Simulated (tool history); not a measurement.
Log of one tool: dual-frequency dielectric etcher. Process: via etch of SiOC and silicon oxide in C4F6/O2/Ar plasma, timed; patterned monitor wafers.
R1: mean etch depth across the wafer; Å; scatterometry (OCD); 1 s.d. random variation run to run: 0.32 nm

Run 1, hour 0: source power (kW) 0.3, bias power (kW) 0.126, etch time (s) 60. Result: R1 565.89 Å.
Run 2, hour 8.7: source power (kW) 0.29, bias power (kW) 0.124, etch time (s) 60. Result: R1 554.22 Å.
Run 3, hour 13.5: source power (kW) 0.33, bias power (kW) 0.124, etch time (s) 60. Result: R1 588.27 Å.
Run 4, hour 21.7: source power (kW) 0.31, bias power (kW) 0.122, etch time (s) 60. Result: R1 569.58 Å.
Run 5, hour 28: source power (kW) 0.31, bias power (kW) 0.122, etch time (s) 60. Result: R1 570.06 Å.
Run 6, hour 28.9: source power (kW) 0.31, bias power (kW) 0.112, etch time (s) 60. Result: R1 554.04 Å.
Run 7, hour 31.3: source power (kW) 0.25, bias power (kW) 0.101, etch time (s) 59.5. Result: R1 502.31 Å.

Run 8 has not been measured yet. What should we expect?
Run 8, hour 40.1: source power (kW) 0.25, bias power (kW) 0.1, etch time (s) 59.5. Result: R1 ?.

Run 8 measured R1 496.03 Å.

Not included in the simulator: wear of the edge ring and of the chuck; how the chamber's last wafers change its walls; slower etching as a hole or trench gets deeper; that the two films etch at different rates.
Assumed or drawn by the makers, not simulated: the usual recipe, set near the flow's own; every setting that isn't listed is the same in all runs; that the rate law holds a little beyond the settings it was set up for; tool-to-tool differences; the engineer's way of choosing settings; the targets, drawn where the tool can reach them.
